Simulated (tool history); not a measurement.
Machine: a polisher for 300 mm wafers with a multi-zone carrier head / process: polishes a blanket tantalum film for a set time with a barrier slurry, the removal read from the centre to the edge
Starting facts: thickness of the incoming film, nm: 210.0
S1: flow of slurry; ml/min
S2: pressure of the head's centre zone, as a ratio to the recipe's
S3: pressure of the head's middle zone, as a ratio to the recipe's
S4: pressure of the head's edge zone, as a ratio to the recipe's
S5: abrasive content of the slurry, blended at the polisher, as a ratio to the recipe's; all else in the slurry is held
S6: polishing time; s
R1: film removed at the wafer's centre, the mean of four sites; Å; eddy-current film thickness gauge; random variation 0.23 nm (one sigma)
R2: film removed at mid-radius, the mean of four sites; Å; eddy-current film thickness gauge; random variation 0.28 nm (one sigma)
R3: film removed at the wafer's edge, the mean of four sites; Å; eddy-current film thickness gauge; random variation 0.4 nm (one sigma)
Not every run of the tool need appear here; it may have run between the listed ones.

{"run": 1, "hour": 0.0, "S1": 125, "S2": 1, "S3": 1, "S4": 1, "S5": 1, "S6": 56, "R1": 719.05, "R2": 718.46, "R3": 744.97}
{"run": 2, "hour": 6.1, "S1": 120, "S2": 0.97, "S3": 0.99, "S4": 0.96, "S5": 0.85, "S6": 50, "R1": 588.25, "R2": 606.43, "R3": 592.84}
{"run": 3, "hour": 11.9, "S1": 120, "S2": 0.97, "S3": 0.99, "S4": 1.01, "S5": 0.85, "S6": 50, "R1": 585.14, "R2": 599.59, "R3": 620.36}
{"run": 4, "hour": 14.4, "S1": 110, "S2": 0.93, "S3": 0.95, "S4": 0.98, "S5": 0.75, "S6": 48, "R1": 506.62, "R2": 511.44, "R3": 548.04}
{"run": 5, "hour": 15.4, "S1": 105, "S2": 0.9, "S3": 0.94, "S4": 0.94, "S5": 0.7, "S6": 47, "R1": 456.6, "R2": 489.91, "R3": 516.44}
{"run": 6, "hour": 21.5, "S1": 105, "S2": 0.9, "S3": 0.94, "S4": 0.94, "S5": 0.6, "S6": 47, "R1": 421.31, "R2": 446.24, "R3": 469.55}
{"run": 7, "hour": 27.5, "S1": 100, "S2": 0.9, "S3": 0.93, "S4": 0.91, "S5": 0.55, "S6": 46, "R1": 388.17, "R2": 408.46, "R3": 428.12}
{"run": 8, "hour": 32.4, "S1": 95, "S2": 0.9, "S3": 0.93, "S4": 0.89, "S5": 0.55, "S6": 46, "R1": 384.79, "R2": 403.87, "R3": 422.21}
{"run": 9, "hour": 40.1, "S1": 90, "S2": 0.9, "S3": 0.93, "S4": 0.87, "S5": 0.55, "S6": 46, "R1": 375.93, "R2": 402.88, "R3": 415.67}
{"run": 10, "hour": 46.3, "S1": 85, "S2": 0.9, "S3": 0.93, "S4": 0.85, "S5": 0.55, "S6": 46, "R1": 369.79, "R2": 398.98, "R3": 412.02}
{"run": 11, "hour": 52.5, "S1": 85, "S2": 0.9, "S3": 0.93, "S4": 0.84, "S5": 0.55, "S6": 46, "R1": 368.38, "R2": 398.2, "R3": 408.09}
{"run": 12, "hour": 57.9, "S1": 85, "S2": 0.9, "S3": 0.93, "S4": 0.83, "S5": 0.55, "S6": 46, "R1": 374.39, "R2": 394.91, "R3": 408.12}
{"run": 13, "hour": 65.1, "S1": 85, "S2": 0.9, "S3": 0.94, "S4": 0.82, "S5": 0.55, "S6": 46, "R1": 369.2, "R2": 396.79, "R3": 411.24}
{"run": 14, "hour": 69.2, "S1": 85, "S2": 0.91, "S3": 0.95, "S4": 0.82, "S5": 0.55, "S6": 46, "R1": 375.53, "R2": 392.3, "R3": 411.32}
{"run": 15, "hour": 70.7, "S1": 85, "S2": 0.9, "S3": 0.92, "S4": 0.82, "S5": 0.55, "S6": 46, "R1": 368.2, "R2": 393.66, "R3": 400.82}

What will run 16 give?
{"run": 16, "hour": 79.0, "S1": 85, "S2": 0.9, "S3": 0.91, "S4": 0.82, "S5": 0.55, "S6": 46, "R1": "?", "R2": "?", "R3": "?"}

{"run 16": {"R1": 371.32, "R2": 393.05, "R3": 404.23}}

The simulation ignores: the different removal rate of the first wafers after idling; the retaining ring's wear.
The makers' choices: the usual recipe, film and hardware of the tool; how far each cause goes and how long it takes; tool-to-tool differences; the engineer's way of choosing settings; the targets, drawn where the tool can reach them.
